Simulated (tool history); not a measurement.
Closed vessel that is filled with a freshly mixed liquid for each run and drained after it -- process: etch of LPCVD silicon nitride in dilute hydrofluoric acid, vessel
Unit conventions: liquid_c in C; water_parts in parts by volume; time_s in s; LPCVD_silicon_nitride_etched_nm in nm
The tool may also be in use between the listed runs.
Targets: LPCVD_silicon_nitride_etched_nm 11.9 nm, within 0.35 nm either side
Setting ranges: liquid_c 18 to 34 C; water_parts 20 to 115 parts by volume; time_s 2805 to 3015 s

| run | hour | liquid_c | water_parts | time_s | LPCVD_silicon_nitride_etched_nm |
|---|---|---|---|---|---|
| 1 | 0 | 26 | 65 | 2805 | 21.093 |
| 2 | 8 | 24 | 65 | 2805 | 18.511 |
| 3 | 8.5 | 22.5 | 65 | 2805 | 16.708 |
| 4 | 15.3 | 21.5 | 65 | 2805 | 15.596 |
| 5 | 19.8 | 21.5 | 65 | 2805 | 15.596 |
| 6 | 21.8 | 20.5 | 65 | 2805 | 14.592 |
| 7 | 25.7 | 20 | 65 | 2805 | 14.047 |
| 8 | 30.3 | 19.5 | 65 | 2805 | 13.666 |
| 9 | 34.7 | 19 | 65 | 2805 | 13.153 |
| 10 | 35.7 | 18.5 | 65 | 2805 | 12.7 |
| 11 | 38 | 18.5 | 65 | 2805 | 12.714 |
| 12 | 43.1 | 18 | 65 | 2805 | 12.211 |
| 13 | 45 | 18 | 70 | 2805 | 11.374 |

Pick the move, out of 4, that brings all results within their allowed miss; only one does.
| A | 46.9 | 18 | 75 | 2880 | ? |
| B | 46.9 | 18 | 75 | 2840 | ? |
| C | 46.9 | 18.5 | 75 | 2985 | ? |
| D | 46.9 | 18.5 | 80 | 2980 | ? |

| move | LPCVD_silicon_nitride_etched_nm |
|---|---|
| A | 10.946 |
| B | 10.794 |
| C | 11.748 |
| D | 11.014 |
A: the biggest miss grows against the last run
B: the biggest miss grows against the last run
C: hits every target within its allowed miss
D: the biggest miss grows against the last run
Go with C: it meets all targets.
